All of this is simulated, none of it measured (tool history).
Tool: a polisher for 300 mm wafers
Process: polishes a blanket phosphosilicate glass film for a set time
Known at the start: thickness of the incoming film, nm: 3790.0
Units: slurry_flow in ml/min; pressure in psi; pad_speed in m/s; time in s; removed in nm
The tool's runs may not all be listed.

| run | day | slurry_flow | pressure | pad_speed | slurry_solids | time | removed |
|---|---|---|---|---|---|---|---|
| 1 | 0.000 | 290 | 2.5 | 1.14 | 1.0 | 111 | 995.27 |
| 2 | 0.146 | 290 | 2.1 | 1.14 | 1.0 | 111 | 883.20 |
| 3 | 0.317 | 290 | 2.3 | 1.14 | 1.0 | 111 | 949.10 |
| 4 | 0.417 | 290 | 2.4 | 1.14 | 1.0 | 111 | 975.55 |
| 5 | 0.629 | 290 | 2.5 | 1.14 | 1.0 | 111 | 987.82 |
| 6 | 0.988 | 290 | 2.5 | 1.14 | 1.0 | 117 | 1043.50 |

Run 7 comes next. What will it give?
| 7 | 1.250 | 290 | 2.6 | 1.14 | 1.0 | 117 | ? |

removed: 1097.80 nm

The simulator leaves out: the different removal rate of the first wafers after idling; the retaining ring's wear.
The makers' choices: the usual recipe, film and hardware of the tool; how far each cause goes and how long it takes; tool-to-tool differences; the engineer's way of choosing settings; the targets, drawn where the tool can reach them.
